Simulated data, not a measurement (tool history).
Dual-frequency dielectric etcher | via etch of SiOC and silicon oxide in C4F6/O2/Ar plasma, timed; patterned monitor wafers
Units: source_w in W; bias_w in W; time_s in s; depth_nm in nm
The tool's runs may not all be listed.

run,hour,source_w,bias_w,time_s,depth_nm
1,0.0,340,171,113,123.30
2,5.2,350,173,113,124.80
3,9.6,360,175,113,127.44
4,18.5,370,176,113,130.83
# hour 20.8: source power generator calibrated
5,20.8,350,176,113,122.25
6,29.4,360,176,113,126.47

What does the tool deliver on the next run?
7,35.2,370,177,113,?

Run 7 came out at depth_nm 127.89 nm.
